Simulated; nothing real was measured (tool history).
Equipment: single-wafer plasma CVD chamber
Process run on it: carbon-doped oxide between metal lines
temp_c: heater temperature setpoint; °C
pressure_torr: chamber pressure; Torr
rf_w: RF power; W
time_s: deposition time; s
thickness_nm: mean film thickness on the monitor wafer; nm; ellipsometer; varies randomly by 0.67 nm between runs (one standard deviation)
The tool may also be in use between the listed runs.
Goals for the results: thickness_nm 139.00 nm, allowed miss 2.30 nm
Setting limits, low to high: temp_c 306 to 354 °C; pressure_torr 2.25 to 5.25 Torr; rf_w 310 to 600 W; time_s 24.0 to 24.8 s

Run 1, hour 0.0: temp_c 330 °C, pressure_torr 3.75 Torr, rf_w 455 W, time_s 24.0 s. Result: thickness_nm 128.12 nm.
Run 2, hour 8.5: temp_c 330 °C, pressure_torr 3.75 Torr, rf_w 455 W, time_s 24.8 s. Result: thickness_nm 133.05 nm.
Run 3, hour 16.7: temp_c 330 °C, pressure_torr 3.75 Torr, rf_w 455 W, time_s 24.0 s. Result: thickness_nm 129.01 nm.
Run 4, hour 19.5: temp_c 334 °C, pressure_torr 3.75 Torr, rf_w 455 W, time_s 24.0 s. Result: thickness_nm 127.18 nm.
Run 5, hour 24.2: temp_c 334 °C, pressure_torr 3.75 Torr, rf_w 455 W, time_s 24.8 s. Result: thickness_nm 130.85 nm.
Run 6, hour 32.8: temp_c 334 °C, pressure_torr 3.75 Torr, rf_w 455 W, time_s 24.0 s. Result: thickness_nm 126.65 nm.
Run 7, hour 38.1: temp_c 332 °C, pressure_torr 3.81 Torr, rf_w 455 W, time_s 24.0 s. Result: thickness_nm 128.33 nm.
Run 8, hour 46.6: temp_c 330 °C, pressure_torr 3.86 Torr, rf_w 455 W, time_s 24.0 s. Result: thickness_nm 129.66 nm.
Run 9, hour 48.2: temp_c 329 °C, pressure_torr 3.89 Torr, rf_w 455 W, time_s 24.0 s. Result: thickness_nm 129.08 nm.
Run 10, hour 55.0: temp_c 328 °C, pressure_torr 3.93 Torr, rf_w 455 W, time_s 24.0 s. Result: thickness_nm 131.64 nm.
Run 11, hour 61.9: temp_c 327 °C, pressure_torr 3.95 Torr, rf_w 455 W, time_s 24.0 s. Result: thickness_nm 130.92 nm.
Run 12, hour 66.4: temp_c 326 °C, pressure_torr 3.99 Torr, rf_w 455 W, time_s 24.0 s. Result: thickness_nm 132.11 nm.
Run 13, hour 71.6: temp_c 325 °C, pressure_torr 4.02 Torr, rf_w 455 W, time_s 24.0 s. Result: thickness_nm 132.83 nm.
Run 14, hour 78.2: temp_c 324 °C, pressure_torr 4.04 Torr, rf_w 455 W, time_s 24.0 s. Result: thickness_nm 133.87 nm.
Run 15, hour 83.4: temp_c 323 °C, pressure_torr 4.06 Torr, rf_w 455 W, time_s 24.0 s. Result: thickness_nm 133.54 nm.
Run 16, hour 88.7: temp_c 322 °C, pressure_torr 4.09 Torr, rf_w 455 W, time_s 24.0 s. Result: thickness_nm 135.39 nm.
Run 17, hour 96.5: temp_c 321 °C, pressure_torr 4.10 Torr, rf_w 455 W, time_s 24.0 s. Result: thickness_nm 134.85 nm.
Run 18, hour 105.2: temp_c 320 °C, pressure_torr 4.12 Torr, rf_w 455 W, time_s 24.0 s. Result: thickness_nm 135.97 nm.

4 next moves are on the table. One of them brings every result within its allowed miss. Which?
Run A, hour 113.9: temp_c 319 °C, pressure_torr 4.72 Torr, rf_w 435 W, time_s 24.6 s. Result: thickness_nm ?.
Run B, hour 113.9: temp_c 323 °C, pressure_torr 3.77 Torr, rf_w 505 W, time_s 24.4 s. Result: thickness_nm ?.
Run C, hour 113.9: temp_c 319 °C, pressure_torr 4.28 Torr, rf_w 420 W, time_s 24.5 s. Result: thickness_nm ?.
Run D, hour 113.9: temp_c 314 °C, pressure_torr 4.26 Torr, rf_w 410 W, time_s 24.7 s. Result: thickness_nm ?.

move  thickness_nm
   A        138.92
   B        142.81
   C        132.51
   D        133.84
A: hits every target within its allowed miss
B: takes the result that was furthest off past its target
C: moves away from the targets compared with the last run
D: moves away from the targets compared with the last run
The move that meets every target is A.

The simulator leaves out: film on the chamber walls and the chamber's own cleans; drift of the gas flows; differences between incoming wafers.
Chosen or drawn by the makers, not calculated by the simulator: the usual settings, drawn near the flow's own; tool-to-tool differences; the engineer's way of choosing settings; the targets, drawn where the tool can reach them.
